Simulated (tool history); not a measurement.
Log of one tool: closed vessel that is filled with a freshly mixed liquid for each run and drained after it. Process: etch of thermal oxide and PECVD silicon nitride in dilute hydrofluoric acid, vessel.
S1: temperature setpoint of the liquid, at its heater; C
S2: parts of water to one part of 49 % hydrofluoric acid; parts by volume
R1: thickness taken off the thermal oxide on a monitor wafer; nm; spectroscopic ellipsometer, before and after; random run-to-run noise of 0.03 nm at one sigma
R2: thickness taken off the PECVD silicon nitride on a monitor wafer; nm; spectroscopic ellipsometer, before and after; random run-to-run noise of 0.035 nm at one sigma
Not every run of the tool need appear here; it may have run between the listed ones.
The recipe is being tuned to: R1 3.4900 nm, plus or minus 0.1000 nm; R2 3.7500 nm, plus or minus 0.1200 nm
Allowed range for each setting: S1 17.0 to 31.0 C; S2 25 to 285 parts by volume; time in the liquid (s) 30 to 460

{"run": 1, "hour": 0.0, "S1": 23.0, "S2": 155, "time in the liquid (s)": 235, "R1": 6.3598, "R2": 5.5731}
{"run": 2, "hour": 7.8, "S1": 23.0, "S2": 155, "time in the liquid (s)": 165, "R1": 4.5349, "R2": 3.9358}
{"run": 3, "hour": 13.0, "S1": 23.0, "S2": 110, "time in the liquid (s)": 165, "R1": 6.6398, "R2": 5.4699}
{"run": 4, "hour": 18.5, "S1": 25.5, "S2": 110, "time in the liquid (s)": 165, "R1": 7.3486, "R2": 6.3856}
{"run": 5, "hour": 23.5, "S1": 25.5, "S2": 110, "time in the liquid (s)": 255, "R1": 11.461, "R2": 9.9948}
{"run": 6, "hour": 27.4, "S1": 29.0, "S2": 110, "time in the liquid (s)": 255, "R1": 12.95, "R2": 12.453}
{"run": 7, "hour": 31.4, "S1": 28.5, "S2": 130, "time in the liquid (s)": 260, "R1": 10.732, "R2": 10.533}
{"run": 8, "hour": 33.4, "S1": 28.0, "S2": 145, "time in the liquid (s)": 265, "R1": 9.5764, "R2": 9.2456}
{"run": 9, "hour": 35.8, "S1": 28.0, "S2": 145, "time in the liquid (s)": 265, "R1": 9.5291, "R2": 9.1413}
{"run": 10, "hour": 41.8, "S1": 25.5, "S2": 210, "time in the liquid (s)": 305, "R1": 6.3709, "R2": 6.3294}
{"run": 11, "hour": 49.1, "S1": 25.5, "S2": 220, "time in the liquid (s)": 305, "R1": 5.9918, "R2": 5.984}
{"run": 12, "hour": 52.3, "S1": 25.5, "S2": 230, "time in the liquid (s)": 305, "R1": 5.7219, "R2": 5.7943}
{"run": 13, "hour": 58.8, "S1": 25.5, "S2": 235, "time in the liquid (s)": 305, "R1": 5.504, "R2": 5.6673}

5 next moves are on the table. One of them brings every result within its allowed miss. Which?
{"run": "A", "hour": 65.3, "S1": 25.5, "S2": 285, "time in the liquid (s)": 245, "R1": "?", "R2": "?"}
{"run": "B", "hour": 65.3, "S1": 25.5, "S2": 195, "time in the liquid (s)": 375, "R1": "?", "R2": "?"}
{"run": "C", "hour": 65.3, "S1": 24.0, "S2": 155, "time in the liquid (s)": 335, "R1": "?", "R2": "?"}
{"run": "D", "hour": 65.3, "S1": 25.5, "S2": 255, "time in the liquid (s)": 275, "R1": "?", "R2": "?"}
{"run": "E", "hour": 65.3, "S1": 28.0, "S2": 220, "time in the liquid (s)": 135, "R1": "?", "R2": "?"}

move=A R1=3.4645 R2=3.7638
move=B R1=8.5307 R2=8.4149
move=C R1=9.4839 R2=8.5852
move=D R1=4.4831 R2=4.7212
move=E R1=2.8927 R2=3.1296
A: meets every target
B: further off than the last run
C: further off than the last run
D: closer than the last run, but not yet in spec
E: pushes the last run's worst result past its target
Correct choice: A, which meets every target
